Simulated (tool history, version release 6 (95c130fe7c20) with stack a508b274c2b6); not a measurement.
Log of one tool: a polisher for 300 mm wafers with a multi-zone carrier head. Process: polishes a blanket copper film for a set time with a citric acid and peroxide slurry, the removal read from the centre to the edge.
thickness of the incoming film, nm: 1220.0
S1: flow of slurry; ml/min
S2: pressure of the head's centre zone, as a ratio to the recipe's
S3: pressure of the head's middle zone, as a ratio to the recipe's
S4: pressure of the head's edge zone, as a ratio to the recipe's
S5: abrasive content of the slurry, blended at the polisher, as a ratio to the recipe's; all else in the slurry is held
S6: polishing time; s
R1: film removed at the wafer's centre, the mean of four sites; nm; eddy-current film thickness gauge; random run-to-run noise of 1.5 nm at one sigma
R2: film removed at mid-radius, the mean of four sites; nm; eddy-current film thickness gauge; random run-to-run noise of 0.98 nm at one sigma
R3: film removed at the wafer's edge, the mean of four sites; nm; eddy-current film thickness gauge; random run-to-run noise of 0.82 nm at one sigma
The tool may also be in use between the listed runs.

run  hour   S1    S2    S3    S4    S5  S6      R1      R2      R3
  1     0  170     1     1     1     1  44  101.62  100.65  100.82
  2   4.8  170  0.93     1     1     1  44  90.736  100.05  100.35
  3   6.3  170  1.02     1     1     1  44  101.88  99.377  100.15
  4   7.2  170  1.02  1.03     1     1  44  102.76  102.65  99.456
  5  13.8  170  1.02  1.03  0.93     1  44  102.64  102.67  98.436
  6  16.6  170  1.02  1.07  0.93     1  44  101.12  106.42  97.434
  7  24.1  180     1  1.06  0.96   1.1  44  101.88  108.42  101.58
  8  28.3  180     1  1.06  0.96   1.1  44  101.67  107.26  101.16
  9  33.3  185  0.99  1.07  0.98   1.2  45  108.93  115.74  107.58
 10  37.8  190  0.97  1.07  1.01  1.25  45  105.53  117.06     111
 11  40.8  200  0.97  1.07  1.03  1.25  45  109.08   118.4   112.2
 12  43.7  205  0.96  1.07  1.05  1.25  45  107.25     116  112.47
 13  51.6  205  0.95  1.08  1.06   1.3  45  106.32  120.55  115.77
 14  58.8  210  0.95  1.08  1.07   1.3  45  108.52  120.56   115.2
 15  63.6  210  0.94  1.08  1.08   1.3  45  106.26  119.54  115.19
 16  66.4  215  0.94  1.08  1.09  1.35  45  107.72  120.52  117.12
 17  73.4  220  0.94  1.08   1.1  1.35  45  109.18  122.06  118.29
 18  76.6  220  0.94  1.08   1.1  1.35  45  108.22   121.7  119.95

Forecast run 19:
 19    85  225  0.94  1.08  1.1  1.35  45   ?   ?   ?

For run 19 the tool returned R1 108.03 nm, R2 121.78 nm, R3 118.89 nm.

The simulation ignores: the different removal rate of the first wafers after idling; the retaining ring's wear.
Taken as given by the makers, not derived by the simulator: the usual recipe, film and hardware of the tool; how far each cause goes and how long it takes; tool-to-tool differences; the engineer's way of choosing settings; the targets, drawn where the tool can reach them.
